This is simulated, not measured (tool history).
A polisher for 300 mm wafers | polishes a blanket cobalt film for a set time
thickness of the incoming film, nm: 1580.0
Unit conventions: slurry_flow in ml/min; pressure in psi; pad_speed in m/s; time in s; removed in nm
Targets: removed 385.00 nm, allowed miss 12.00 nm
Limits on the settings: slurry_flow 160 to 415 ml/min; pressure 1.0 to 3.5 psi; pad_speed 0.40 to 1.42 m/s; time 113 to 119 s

run	hour	slurry_flow	pressure	pad_speed	time	removed
1	0.0	265	2.2	0.90	113	460.32
2	6.1	300	2.2	0.90	113	472.07
3	10.0	295	2.2	0.90	113	469.83
4	10.9	295	2.2	0.76	113	394.88
5	14.7	295	2.2	0.92	113	483.42
6	20.0	360	2.2	0.92	113	496.54
7	28.8	355	2.1	0.92	113	473.90
8	32.5	350	2.0	0.92	113	444.96
9	40.9	345	2.0	0.92	113	449.48
10	44.8	340	2.0	0.92	113	445.11
11	50.8	335	2.0	0.92	113	445.58
# hour 56.2: head pressure recalibrated
12	56.2	330	2.0	0.92	113	494.35
13	60.1	330	2.0	0.90	113	489.19
14	67.6	330	2.1	0.88	113	505.60
15	70.9	315	2.1	0.88	113	494.15
16	78.5	315	2.0	0.84	113	447.78

4 next moves are on the table. One of them brings every result within its allowed miss. Which?
A	86.1	390	2.1	0.66	113	?
B	86.1	310	1.5	1.08	119	?
C	86.1	385	2.1	0.58	113	?
D	86.1	300	2.0	0.64	113	?

move	removed
A	381.69
B	459.58
C	336.99
D	345.90
A: each result inside its tolerance
B: misses by more than the last run did
C: takes the result that was furthest off past its target
D: takes the result that was furthest off past its target
A is the move that brings every result within its allowed miss.

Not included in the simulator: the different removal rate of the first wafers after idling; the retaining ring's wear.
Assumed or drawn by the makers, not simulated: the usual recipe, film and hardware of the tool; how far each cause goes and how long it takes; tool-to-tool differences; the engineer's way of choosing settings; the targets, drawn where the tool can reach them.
